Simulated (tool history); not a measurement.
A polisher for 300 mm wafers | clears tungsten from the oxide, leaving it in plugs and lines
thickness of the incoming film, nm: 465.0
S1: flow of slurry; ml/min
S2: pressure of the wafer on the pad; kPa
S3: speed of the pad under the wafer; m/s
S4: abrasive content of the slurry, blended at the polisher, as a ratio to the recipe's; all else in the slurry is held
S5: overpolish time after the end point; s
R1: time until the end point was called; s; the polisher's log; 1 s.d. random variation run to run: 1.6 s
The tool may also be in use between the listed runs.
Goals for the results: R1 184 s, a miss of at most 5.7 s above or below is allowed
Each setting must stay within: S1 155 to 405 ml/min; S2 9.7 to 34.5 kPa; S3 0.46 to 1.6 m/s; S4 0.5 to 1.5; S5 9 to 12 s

run,hour,S1,S2,S3,S4,S5,R1
1,0,260,22.1,1.02,1,12,131.13
2,5.5,260,22.1,1.02,1,12,132.72
3,7.4,260,24.1,1.02,1,12,123.48
4,14.5,260,24.1,1.24,1,12,101.87
5,22.1,260,24.1,1.24,0.9,12,103.96
6,23.7,260,20,1.24,0.9,12,124.11
7,27.4,260,17.2,1.24,0.9,12,140.84
8,31.4,255,11,1.22,0.9,12,203.6
9,38.2,260,11.7,1.22,0.9,12,192.62
10,43.1,265,11.7,1.22,0.9,12,197.99

Which single option among these 5 for the next run brings every result within its allowed miss of target? Just one does.
A,48,265,12.4,1.2,1,12,?
B,48,205,10.3,1.14,1.1,9,?
C,48,255,10.3,1.32,0.5,9,?
D,48,310,9.7,1.14,1.2,12,?
E,48,215,15.2,1.16,0.9,12,?

move,R1
A,181.61
B,219.52
C,219.48
D,215.6
E,168.97
A: hits every target within its allowed miss
B: the biggest miss grows against the last run
C: the biggest miss grows against the last run
D: the biggest miss grows against the last run
E: moves the result that the last run missed by most past its target, out the other side
Answer: A

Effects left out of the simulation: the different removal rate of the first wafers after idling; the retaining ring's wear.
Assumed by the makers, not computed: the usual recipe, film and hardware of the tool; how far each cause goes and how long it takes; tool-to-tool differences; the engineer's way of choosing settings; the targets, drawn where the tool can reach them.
